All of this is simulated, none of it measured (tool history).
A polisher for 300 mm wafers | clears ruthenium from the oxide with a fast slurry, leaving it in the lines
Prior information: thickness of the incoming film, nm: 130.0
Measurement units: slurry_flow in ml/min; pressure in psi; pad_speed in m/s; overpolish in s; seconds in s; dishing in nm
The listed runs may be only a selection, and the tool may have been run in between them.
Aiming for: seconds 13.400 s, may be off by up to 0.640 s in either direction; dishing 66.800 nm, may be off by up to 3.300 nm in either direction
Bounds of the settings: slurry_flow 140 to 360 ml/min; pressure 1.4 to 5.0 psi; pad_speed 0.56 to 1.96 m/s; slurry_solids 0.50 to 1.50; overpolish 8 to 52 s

Run 1, hour 0.0: slurry_flow 230 ml/min, pressure 3.2 psi, pad_speed 1.26 m/s, slurry_solids 1.00, overpolish 26 s. Result: seconds 22.429 s, dishing 109.380 nm.
Run 2, hour 2.0: slurry_flow 230 ml/min, pressure 3.4 psi, pad_speed 1.26 m/s, slurry_solids 1.00, overpolish 23 s. Result: seconds 21.175 s, dishing 102.460 nm.
Run 3, hour 9.8: slurry_flow 230 ml/min, pressure 3.7 psi, pad_speed 1.24 m/s, slurry_solids 1.00, overpolish 21 s. Result: seconds 19.971 s, dishing 103.020 nm.
Run 4, hour 18.2: slurry_flow 230 ml/min, pressure 3.7 psi, pad_speed 1.32 m/s, slurry_solids 0.95, overpolish 19 s. Result: seconds 19.544 s, dishing 97.136 nm.
Run 5, hour 19.7: slurry_flow 230 ml/min, pressure 3.7 psi, pad_speed 1.32 m/s, slurry_solids 0.95, overpolish 30 s. Result: seconds 19.150 s, dishing 128.070 nm.
Run 6, hour 23.2: slurry_flow 215 ml/min, pressure 3.9 psi, pad_speed 1.36 m/s, slurry_solids 0.90, overpolish 27 s. Result: seconds 18.279 s, dishing 123.940 nm.
Run 7, hour 25.8: slurry_flow 240 ml/min, pressure 4.1 psi, pad_speed 1.38 m/s, slurry_solids 0.85, overpolish 24 s. Result: seconds 17.431 s, dishing 121.250 nm.
Run 8, hour 31.9: slurry_flow 225 ml/min, pressure 3.9 psi, pad_speed 1.44 m/s, slurry_solids 0.95, overpolish 21 s. Result: seconds 16.844 s, dishing 112.330 nm.
Run 9, hour 39.5: slurry_flow 210 ml/min, pressure 3.7 psi, pad_speed 1.52 m/s, slurry_solids 1.00, overpolish 19 s. Result: seconds 16.943 s, dishing 104.790 nm.
Run 10, hour 48.3: slurry_flow 145 ml/min, pressure 2.8 psi, pad_speed 1.88 m/s, slurry_solids 1.25, overpolish 8 s. Result: seconds 16.967 s, dishing 54.196 nm.

Of the 4 settings listed for the next run, only one would bring every result within its allowed miss of target. Which one?
Run A, hour 57.1: slurry_flow 140 ml/min, pressure 3.3 psi, pad_speed 1.94 m/s, slurry_solids 1.40, overpolish 8 s. Result: seconds ?, dishing ?.
Run B, hour 57.1: slurry_flow 145 ml/min, pressure 2.4 psi, pad_speed 1.74 m/s, slurry_solids 1.20, overpolish 14 s. Result: seconds ?, dishing ?.
Run C, hour 57.1: slurry_flow 140 ml/min, pressure 2.5 psi, pad_speed 1.66 m/s, slurry_solids 1.00, overpolish 17 s. Result: seconds ?, dishing ?.
Run D, hour 57.1: slurry_flow 140 ml/min, pressure 2.1 psi, pad_speed 1.74 m/s, slurry_solids 1.20, overpolish 13 s. Result: seconds ?, dishing ?.

move  seconds  dishing
   A   13.778   66.239
   B   21.971   71.328
   C   24.194   76.963
   D   25.093   60.362
A: every result lands within tolerance
B: misses by more than the last run did
C: misses by more than the last run did
D: misses by more than the last run did
The move that meets every target is A.
